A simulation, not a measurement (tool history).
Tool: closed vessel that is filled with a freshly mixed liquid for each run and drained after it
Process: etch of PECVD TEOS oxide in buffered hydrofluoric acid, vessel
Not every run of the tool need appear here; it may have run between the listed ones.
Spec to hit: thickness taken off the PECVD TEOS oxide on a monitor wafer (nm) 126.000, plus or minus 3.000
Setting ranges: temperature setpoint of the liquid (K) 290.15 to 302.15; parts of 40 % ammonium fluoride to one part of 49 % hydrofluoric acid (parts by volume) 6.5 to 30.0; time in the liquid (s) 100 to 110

run	hour	temperature setpoint of the liquid (K)	parts of 40 % ammonium fluoride to one part of 49 % hydrofluoric acid (parts by volume)	time in the liquid (s)	thickness taken off the PECVD TEOS oxide on a monitor wafer (nm)
1	0.0	294.15	19.5	100	95.653
2	3.4	295.15	19.5	100	100.960
3	4.9	295.15	21.5	100	93.829
4	10.6	295.15	23.5	100	88.012
5	15.2	295.15	23.5	100	88.031
6	23.5	296.15	23.5	100	92.794
7	25.4	297.15	23.5	100	98.467
8	26.2	297.65	23.5	100	100.720
9	31.2	298.15	23.5	100	103.700
10	35.0	298.65	23.5	100	106.680
11	36.4	299.15	23.5	100	110.030
12	45.0	299.65	23.5	100	112.810
13	46.6	300.15	23.5	100	115.310

Exactly one of the 4 candidate moves below puts every result within its allowed miss. Which one?
A	48.2	302.15	22.5	100	?
B	48.2	301.15	22.0	105	?
C	48.2	300.65	23.0	105	?
D	48.2	299.65	28.0	110	?

move	thickness taken off the PECVD TEOS oxide on a monitor wafer (nm)
A	133.030
B	134.480
C	127.000
D	110.150
A: moves the result that the last run missed by most past its target, out the other side
B: moves the result that the last run missed by most past its target, out the other side
C: all results in spec
D: its largest miss is bigger than the last run's
The right move is C.

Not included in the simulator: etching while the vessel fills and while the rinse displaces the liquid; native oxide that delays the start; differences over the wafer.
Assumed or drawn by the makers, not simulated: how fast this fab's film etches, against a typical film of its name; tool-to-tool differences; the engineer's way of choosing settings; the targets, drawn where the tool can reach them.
